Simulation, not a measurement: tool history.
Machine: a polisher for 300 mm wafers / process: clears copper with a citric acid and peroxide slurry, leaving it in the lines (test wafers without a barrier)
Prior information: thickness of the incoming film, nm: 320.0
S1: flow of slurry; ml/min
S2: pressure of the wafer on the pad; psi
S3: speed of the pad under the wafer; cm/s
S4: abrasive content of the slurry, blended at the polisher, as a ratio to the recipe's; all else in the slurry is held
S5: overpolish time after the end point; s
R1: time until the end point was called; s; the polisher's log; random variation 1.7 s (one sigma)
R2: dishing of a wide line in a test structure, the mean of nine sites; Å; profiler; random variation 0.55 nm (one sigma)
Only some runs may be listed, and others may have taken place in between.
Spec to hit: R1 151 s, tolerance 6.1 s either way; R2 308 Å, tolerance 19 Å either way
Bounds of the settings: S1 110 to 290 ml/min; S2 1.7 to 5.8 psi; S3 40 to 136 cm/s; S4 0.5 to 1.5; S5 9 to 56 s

run,hour,S1,S2,S3,S4,S5,R1,R2
1,0,185,3.7,88,1,29,155.23,388.94
2,8.9,185,3.7,68,1,29,187.98,338.15
3,12,185,3.8,68,1,27,180.05,330.26
4,12.8,185,4.6,68,1,27,150.58,374.37
5,21,185,3.8,68,1,27,180.89,323.39
6,28.7,185,3.9,68,1,26,175.76,329.82
7,33.1,185,4,68,1,25,173.12,320.98
8,35.4,185,4.1,68,1,24,168.73,312.31
9,43.1,185,4.2,68,1,23,164.59,303.97

Below are 5 possible settings for the next run. Only one of them brings all results inside the allowed miss of their targets. Which is it?
A,50.8,165,4.4,90,0.95,17,?,?
B,50.8,205,4.3,56,1.05,26,?,?
C,50.8,170,4.6,80,0.7,21,?,?
D,50.8,210,4.4,70,1.05,18,?,?
E,50.8,180,4.1,64,1.1,24,?,?

move,R1,R2
A,135.42,286.25
B,178.92,325.16
C,150.62,314.03
D,151.61,272.64
E,173.24,311.61
A: pushes the last run's worst result past its target
B: the biggest miss grows against the last run
C: in spec on every target
D: brings the result that was furthest off to its target, and leaves another outside
E: the biggest miss grows against the last run
Move C is the one to make.
